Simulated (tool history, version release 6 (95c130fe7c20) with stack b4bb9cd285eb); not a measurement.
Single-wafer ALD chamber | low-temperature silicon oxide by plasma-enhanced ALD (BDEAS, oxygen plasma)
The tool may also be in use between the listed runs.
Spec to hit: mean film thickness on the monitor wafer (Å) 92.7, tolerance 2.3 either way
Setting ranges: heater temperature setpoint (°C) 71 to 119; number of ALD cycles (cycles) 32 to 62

run  hour  heater temperature setpoint (°C)  number of ALD cycles (cycles)  mean film thickness on the monitor wafer (Å)
  1     0                                95                             47                                         73.01
  2   2.5                                92                             50                                        78.764
  3   5.7                                89                             52                                        82.632
  4  13.4                                89                             55                                         87.01
  5  17.9                                87                             56                                        88.769
  6  24.2                                87                             52                                        82.914
  7  28.1                                85                             53                                          84.6
  8  37.2                                84                             54                                        86.864

4 candidate next runs follow, results not yet known. Just one meets every target within its allowed miss. Identify it.
  A  46.3                                79                             61                                             ?
  B  46.3                                83                             61                                             ?
  C  46.3                                82                             57                                             ?
  D  46.3                                85                             53                                             ?

move  mean film thickness on the monitor wafer (Å)
   A                                        99.231
   B                                        98.052
   C                                        91.898
   D                                         84.68
A: pushes the last run's worst result past its target
B: pushes the last run's worst result past its target
C: every result lands within tolerance
D: misses by more than the last run did
C is the move that brings every result within its allowed miss.
